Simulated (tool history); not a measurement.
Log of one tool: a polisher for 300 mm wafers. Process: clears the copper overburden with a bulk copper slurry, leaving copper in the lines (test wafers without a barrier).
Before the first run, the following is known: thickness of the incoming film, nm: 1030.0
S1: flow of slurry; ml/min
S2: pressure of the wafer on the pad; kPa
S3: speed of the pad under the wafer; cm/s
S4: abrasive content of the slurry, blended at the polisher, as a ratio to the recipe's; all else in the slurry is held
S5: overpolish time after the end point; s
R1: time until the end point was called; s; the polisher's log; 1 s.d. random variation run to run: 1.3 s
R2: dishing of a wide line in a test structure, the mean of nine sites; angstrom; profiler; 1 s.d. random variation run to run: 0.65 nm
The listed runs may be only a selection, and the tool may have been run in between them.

run    day   S1    S2   S3   S4  S5      R1      R2
  1  0.000  295  13.8  132  1.0   8  146.29  394.78
  2  0.271  295  13.8  132  0.9   8  146.95  387.60
  3  0.600  325  13.8  132  0.9   8  147.10  392.44
  4  0.688  325  11.0  132  0.9   8  179.60  327.97
  5  1.021  270  11.0  132  0.9   8  184.60  330.56
  6  1.258  270  11.0  132  1.1   8  174.20  330.75
  7  1.583  270  11.7  132  1.1   8  168.96  354.89

For run 8, what comes out?
  8  1.733  270  12.4  132  1.1   8   ?   ?

R1: 157.07 s
R2: 366.88 angstrom

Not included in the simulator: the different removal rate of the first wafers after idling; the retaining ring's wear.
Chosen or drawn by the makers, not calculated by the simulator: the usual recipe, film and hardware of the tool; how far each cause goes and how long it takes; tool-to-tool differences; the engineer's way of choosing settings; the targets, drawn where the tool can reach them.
